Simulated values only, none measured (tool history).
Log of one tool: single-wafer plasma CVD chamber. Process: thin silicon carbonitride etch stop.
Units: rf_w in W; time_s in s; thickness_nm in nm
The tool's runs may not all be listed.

run 1 hour=0 | rf_w=270 time_s=17.7 | thickness_nm=11.682
run 2 hour=5.5 | rf_w=250 time_s=17.7 | thickness_nm=11.291
run 3 hour=13 | rf_w=250 time_s=20.1 | thickness_nm=12.866
run 4 hour=19.2 | rf_w=285 time_s=20.1 | thickness_nm=13.173
run 5 hour=23.3 | rf_w=285 time_s=18.1 | thickness_nm=11.948
run 6 hour=28.9 | rf_w=260 time_s=18.1 | thickness_nm=11.758

Run 7 comes next. What will it give?
run 7 hour=32.5 | rf_w=215 time_s=15.3 | thickness_nm=?

{"run 7": {"thickness_nm": 9.459}}

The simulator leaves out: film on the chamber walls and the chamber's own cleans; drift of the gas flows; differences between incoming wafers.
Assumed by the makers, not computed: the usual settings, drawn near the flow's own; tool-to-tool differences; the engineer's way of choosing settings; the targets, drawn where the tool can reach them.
